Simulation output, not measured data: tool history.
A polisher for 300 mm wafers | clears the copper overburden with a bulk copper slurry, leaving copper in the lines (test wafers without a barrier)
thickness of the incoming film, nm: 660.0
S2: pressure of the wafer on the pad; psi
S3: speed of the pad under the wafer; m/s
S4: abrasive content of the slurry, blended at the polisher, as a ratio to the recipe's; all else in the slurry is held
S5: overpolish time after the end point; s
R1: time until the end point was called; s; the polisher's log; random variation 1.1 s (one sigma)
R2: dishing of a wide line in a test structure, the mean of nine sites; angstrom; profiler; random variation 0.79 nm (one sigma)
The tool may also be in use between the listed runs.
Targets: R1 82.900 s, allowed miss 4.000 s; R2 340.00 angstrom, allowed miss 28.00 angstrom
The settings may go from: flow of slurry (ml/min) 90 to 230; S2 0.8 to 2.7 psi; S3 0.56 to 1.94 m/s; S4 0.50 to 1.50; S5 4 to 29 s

{"run": 1, "hour": 0.0, "flow of slurry (ml/min)": 150, "S2": 1.7, "S3": 1.24, "S4": 1.0, "S5": 15, "R1": 110.52, "R2": 307.45}
{"run": 2, "hour": 2.0, "flow of slurry (ml/min)": 150, "S2": 1.8, "S3": 1.24, "S4": 1.0, "S5": 15, "R1": 106.69, "R2": 301.09}
{"run": 3, "hour": 9.2, "flow of slurry (ml/min)": 150, "S2": 1.9, "S3": 1.26, "S4": 1.0, "S5": 16, "R1": 98.965, "R2": 308.05}
{"run": 4, "hour": 10.2, "flow of slurry (ml/min)": 150, "S2": 1.9, "S3": 1.1, "S4": 1.0, "S5": 16, "R1": 112.91, "R2": 312.93}
{"run": 5, "hour": 14.1, "flow of slurry (ml/min)": 150, "S2": 1.9, "S3": 1.1, "S4": 1.0, "S5": 11, "R1": 111.55, "R2": 281.85}
{"run": 6, "hour": 21.0, "flow of slurry (ml/min)": 125, "S2": 1.9, "S3": 1.1, "S4": 1.0, "S5": 11, "R1": 119.27, "R2": 259.24}
{"run": 7, "hour": 25.8, "flow of slurry (ml/min)": 145, "S2": 2.0, "S3": 1.1, "S4": 1.0, "S5": 12, "R1": 109.23, "R2": 271.21}
{"run": 8, "hour": 31.0, "flow of slurry (ml/min)": 155, "S2": 2.1, "S3": 1.12, "S4": 1.0, "S5": 14, "R1": 103.67, "R2": 309.36}

Which of these 4 next moves meets every target?
{"run": "A", "hour": 36.2, "flow of slurry (ml/min)": 160, "S2": 2.4, "S3": 1.1, "S4": 1.05, "S5": 16, "R1": "?", "R2": "?"}
{"run": "B", "hour": 36.2, "flow of slurry (ml/min)": 185, "S2": 1.9, "S3": 1.5, "S4": 0.85, "S5": 18, "R1": "?", "R2": "?"}
{"run": "C", "hour": 36.2, "flow of slurry (ml/min)": 125, "S2": 2.4, "S3": 1.34, "S4": 0.95, "S5": 8, "R1": "?", "R2": "?"}
{"run": "D", "hour": 36.2, "flow of slurry (ml/min)": 210, "S2": 2.2, "S3": 1.12, "S4": 1.0, "S5": 19, "R1": "?", "R2": "?"}

move=A R1=91.274 R2=337.12
move=B R1=83.574 R2=341.05
move=C R1=81.266 R2=275.94
move=D R1=93.366 R2=344.02
A: nearer than the last run, and not there yet
B: meets every target
C: brings the result that was furthest off to its target, and leaves another outside
D: nearer than the last run, and not there yet
Answer: B
